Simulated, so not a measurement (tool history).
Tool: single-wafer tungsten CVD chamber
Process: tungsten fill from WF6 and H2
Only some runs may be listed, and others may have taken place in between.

run  hour  heater temperature setpoint (K)  chamber pressure (Pa)  deposition time (s)  mean film thickness on the monitor wafer (Å)
  1   0.0                           648.15                   5866                 16.5                                        340.13
  2   6.4                           653.15                   5866                 16.5                                        372.80
  3   9.0                           647.15                   5680                 16.5                                        326.03
  4  12.7                           647.15                   4853                 16.5                                        291.39
  5  20.4                           647.15                   4853                 16.5                                        291.64
  6  29.0                           643.15                   4840                 16.5                                        269.26
  7  34.8                           631.15                   4760                 16.5                                        210.92

Estimate the outcome of run 8 from the log above:
  8  37.6                           630.15                   4760                 16.5                                             ?

mean film thickness on the monitor wafer (Å): 207.69
